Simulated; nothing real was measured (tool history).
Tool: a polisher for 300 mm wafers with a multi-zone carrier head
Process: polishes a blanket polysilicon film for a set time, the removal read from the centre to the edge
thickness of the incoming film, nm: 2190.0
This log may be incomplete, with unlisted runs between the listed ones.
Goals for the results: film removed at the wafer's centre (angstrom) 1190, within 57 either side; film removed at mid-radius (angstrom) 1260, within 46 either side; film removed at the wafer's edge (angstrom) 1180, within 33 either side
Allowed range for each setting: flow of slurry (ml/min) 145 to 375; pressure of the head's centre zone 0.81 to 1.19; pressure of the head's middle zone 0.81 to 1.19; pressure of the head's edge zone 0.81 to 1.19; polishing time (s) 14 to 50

run,hour,flow of slurry (ml/min),pressure of the head's centre zone,pressure of the head's middle zone,pressure of the head's edge zone,polishing time (s),film removed at the wafer's centre (angstrom),film removed at mid-radius (angstrom),film removed at the wafer's edge (angstrom)
1,0,240,1,1,1,32,1835.6,1835.9,1835.5
2,3.2,240,1,1,0.95,32,1838.8,1847.9,1806.5
3,10.7,240,1,1,0.94,30,1693.8,1714.5,1667.5
4,17.4,210,1,1,0.94,30,1675.1,1696,1656.9
5,20.3,210,1,1.04,0.94,30,1672.7,1749.9,1685.4
6,21.1,210,1,1.04,1,30,1705.1,1760.1,1711.2
7,29,215,1,1.04,0.99,29,1614.9,1718.6,1623.8
8,36.9,220,1,1.03,0.99,28,1584.3,1629,1599.7
9,41.5,220,1,1.03,0.97,27,1537.2,1582.8,1538.9
10,44.5,220,1,1.03,0.96,26,1457.1,1508.1,1443.8
11,53.1,220,1,1.03,0.95,25,1422.6,1442.1,1420.3
12,62.1,220,1,1.04,0.94,24,1353.6,1417.1,1327.1
13,65.2,220,1,1.04,0.93,24,1348.5,1416.7,1327.4
14,67.6,200,0.96,1,0.84,21,1110.3,1178.5,1104.6
15,69.9,205,0.96,1,0.85,21,1124.4,1187.5,1102.9
16,75.8,210,0.96,1,0.86,21,1158.6,1158.8,1116.5
17,78.3,210,0.96,1.01,0.87,21,1118,1209.2,1125.3
18,85.6,215,0.96,1.01,0.88,21,1121.1,1195.5,1134.7
19,87.4,245,0.99,1.05,0.91,22,1230.4,1322.3,1223.8
20,90.5,245,0.99,1.05,0.9,22,1232,1285.8,1222.7
21,92.5,245,0.99,1.05,0.89,22,1227,1313.9,1183.4

Next run, 5 choices. One meets every target within its allowed miss, the rest don't. Which?
A,94.5,280,1.04,1.13,0.81,22,?,?,?
B,94.5,225,0.92,1.08,0.83,23,?,?,?
C,94.5,270,0.93,0.97,0.81,22,?,?,?
D,94.5,180,0.92,1.11,0.85,23,?,?,?
E,94.5,230,0.95,1.13,0.85,22,?,?,?

move,film removed at the wafer's centre (angstrom),film removed at mid-radius (angstrom),film removed at the wafer's edge (angstrom)
A,1303.9,1427.1,1193.2
B,1171.1,1400.5,1237.4
C,1158.8,1249.3,1192.3
D,1130.4,1388.9,1220.5
E,1161,1396.2,1197.2
A: its largest miss is bigger than the last run's
B: its largest miss is bigger than the last run's
C: meets every target
D: its largest miss is bigger than the last run's
E: its largest miss is bigger than the last run's
Answer: C
